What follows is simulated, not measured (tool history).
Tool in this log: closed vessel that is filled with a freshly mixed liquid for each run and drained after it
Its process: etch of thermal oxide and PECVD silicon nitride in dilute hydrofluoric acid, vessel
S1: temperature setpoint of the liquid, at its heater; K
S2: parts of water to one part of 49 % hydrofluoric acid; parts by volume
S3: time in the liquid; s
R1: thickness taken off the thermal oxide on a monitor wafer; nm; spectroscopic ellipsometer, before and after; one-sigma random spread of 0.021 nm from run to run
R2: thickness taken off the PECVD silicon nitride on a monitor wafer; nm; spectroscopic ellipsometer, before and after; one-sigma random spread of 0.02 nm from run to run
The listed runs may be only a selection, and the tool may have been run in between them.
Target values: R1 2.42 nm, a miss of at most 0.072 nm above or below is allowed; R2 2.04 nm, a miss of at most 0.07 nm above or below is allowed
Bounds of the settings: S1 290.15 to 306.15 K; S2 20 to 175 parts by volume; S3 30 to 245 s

run 1 hour=0 | S1=298.15 S2=95 S3=125 | R1=6.2875 R2=5.9363
run 2 hour=4 | S1=298.15 S2=95 S3=155 | R1=7.9874 R2=7.4683
run 3 hour=9.7 | S1=301.15 S2=95 S3=155 | R1=8.9277 R2=8.9819
run 4 hour=18.6 | S1=301.15 S2=95 S3=180 | R1=10.324 R2=10.39
run 5 hour=21.1 | S1=301.15 S2=95 S3=150 | R1=8.6303 R2=8.6283
run 6 hour=24.9 | S1=299.65 S2=105 S3=150 | R1=7.2675 R2=7.0503
run 7 hour=25.8 | S1=298.65 S2=115 S3=150 | R1=6.3267 R2=6.1057
run 8 hour=35 | S1=297.65 S2=125 S3=150 | R1=5.5505 R2=5.2565
run 9 hour=36.9 | S1=296.65 S2=130 S3=150 | R1=5.0689 R2=4.8251
run 10 hour=44.8 | S1=295.65 S2=135 S3=150 | R1=4.6711 R2=4.3435
run 11 hour=47.5 | S1=295.65 S2=135 S3=150 | R1=4.6535 R2=4.3092
run 12 hour=56 | S1=294.65 S2=140 S3=150 | R1=4.3518 R2=3.9017
run 13 hour=58.8 | S1=294.15 S2=145 S3=150 | R1=4.0977 R2=3.6901
run 14 hour=63.3 | S1=293.65 S2=150 S3=150 | R1=3.8139 R2=3.4451
run 15 hour=68.2 | S1=293.15 S2=155 S3=150 | R1=3.6063 R2=3.1894
run 16 hour=75.7 | S1=290.65 S2=175 S3=135 | R1=2.561 R2=2.1605

Which one of the following 5 next-run settings gets every result inside its allowed miss? There is exactly one.
run A hour=83.2 | S1=294.65 S2=175 S3=105 | R1=? R2=?
run B hour=83.2 | S1=291.15 S2=175 S3=135 | R1=? R2=?
run C hour=83.2 | S1=291.15 S2=155 S3=110 | R1=? R2=?
run D hour=83.2 | S1=290.15 S2=175 S3=140 | R1=? R2=?
run E hour=83.2 | S1=294.65 S2=155 S3=95 | R1=? R2=?

move=A R1=2.324 R2=2.1701
move=B R1=2.604 R2=2.2119
move=C R1=2.4428 R2=2.0264
move=D R1=2.594 R2=2.1437
move=E R1=2.4248 R2=2.2112
A: takes the biggest miss from the last run beyond its target
B: further off than the last run
C: all results in spec
D: further off than the last run
E: meets the target for the result that was furthest off, but another lies outside its allowed miss
Move C is the one to make.

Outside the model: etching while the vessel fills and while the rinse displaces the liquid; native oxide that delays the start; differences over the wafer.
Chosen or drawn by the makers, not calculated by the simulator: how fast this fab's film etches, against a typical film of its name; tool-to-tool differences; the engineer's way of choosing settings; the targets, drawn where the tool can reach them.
